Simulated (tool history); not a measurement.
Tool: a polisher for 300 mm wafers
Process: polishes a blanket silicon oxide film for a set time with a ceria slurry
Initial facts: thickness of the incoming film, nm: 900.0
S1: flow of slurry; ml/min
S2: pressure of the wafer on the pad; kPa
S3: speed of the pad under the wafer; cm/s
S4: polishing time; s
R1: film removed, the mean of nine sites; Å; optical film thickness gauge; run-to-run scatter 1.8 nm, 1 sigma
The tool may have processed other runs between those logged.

| run | hour | S1 | S2 | S3 | S4 | R1 |
|---|---|---|---|---|---|---|
| 1 | 0 | 320 | 17.2 | 94 | 37 | 1109 |
| 2 | 0.7 | 320 | 17.9 | 94 | 37 | 1164.3 |
| 3 | 7.7 | 320 | 17.9 | 94 | 37 | 1183.7 |
| 4 | 14.4 | 320 | 18.6 | 94 | 37 | 1205.8 |
| 5 | 17.5 | 320 | 18.6 | 94 | 34 | 1114.2 |
| 6 | 18.8 | 320 | 18.6 | 72 | 34 | 884 |
| 7 | 22.8 | 320 | 19.3 | 74 | 34 | 909.54 |
| 8 | 31 | 320 | 20 | 76 | 34 | 987.2 |

Run 9, settings as shown, results not yet in. Your forecast:
| 9 | 39.1 | 320 | 24.8 | 80 | 34 | ? |

{"run 9": {"R1": 1268.4}}

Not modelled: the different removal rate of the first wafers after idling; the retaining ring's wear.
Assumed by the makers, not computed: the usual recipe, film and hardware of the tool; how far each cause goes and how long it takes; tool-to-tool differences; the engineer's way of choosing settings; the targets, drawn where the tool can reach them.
